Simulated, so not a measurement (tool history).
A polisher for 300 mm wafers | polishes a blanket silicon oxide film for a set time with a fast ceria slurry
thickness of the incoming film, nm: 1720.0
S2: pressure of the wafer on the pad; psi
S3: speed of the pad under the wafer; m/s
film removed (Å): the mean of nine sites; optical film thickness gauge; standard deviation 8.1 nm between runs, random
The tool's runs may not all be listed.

{"run": 1, "hour": 0.0, "flow of slurry (ml/min)": 145, "S2": 1.6, "S3": 1, "polishing time (s)": 40, "film removed (Å)": 3839.8}
{"run": 2, "hour": 8.9, "flow of slurry (ml/min)": 145, "S2": 1.6, "S3": 0.8, "polishing time (s)": 40, "film removed (Å)": 3061.3}
{"run": 3, "hour": 17.0, "flow of slurry (ml/min)": 145, "S2": 1.6, "S3": 0.7, "polishing time (s)": 40, "film removed (Å)": 2701.8}
{"run": 4, "hour": 22.2, "flow of slurry (ml/min)": 145, "S2": 1.4, "S3": 0.7, "polishing time (s)": 40, "film removed (Å)": 2443.1}
{"run": 5, "hour": 24.8, "flow of slurry (ml/min)": 145, "S2": 1.1, "S3": 0.7, "polishing time (s)": 40, "film removed (Å)": 2047.7}
{"run": 6, "hour": 26.2, "flow of slurry (ml/min)": 145, "S2": 1.1, "S3": 0.7, "polishing time (s)": 43, "film removed (Å)": 2231}
{"run": 7, "hour": 28.3, "flow of slurry (ml/min)": 150, "S2": 1.6, "S3": 0.78, "polishing time (s)": 43, "film removed (Å)": 3335.1}
{"run": 8, "hour": 30.6, "flow of slurry (ml/min)": 160, "S2": 1.9, "S3": 0.82, "polishing time (s)": 43, "film removed (Å)": 3959.8}
{"run": 9, "hour": 37.3, "flow of slurry (ml/min)": 160, "S2": 2.1, "S3": 0.88, "polishing time (s)": 43, "film removed (Å)": 4611.1}

Predict the results of run 10:
{"run": 10, "hour": 46.1, "flow of slurry (ml/min)": 160, "S2": 2.3, "S3": 0.94, "polishing time (s)": 43, "film removed (Å)": "?"}

Run 10 produced film removed (Å) 5374.5.
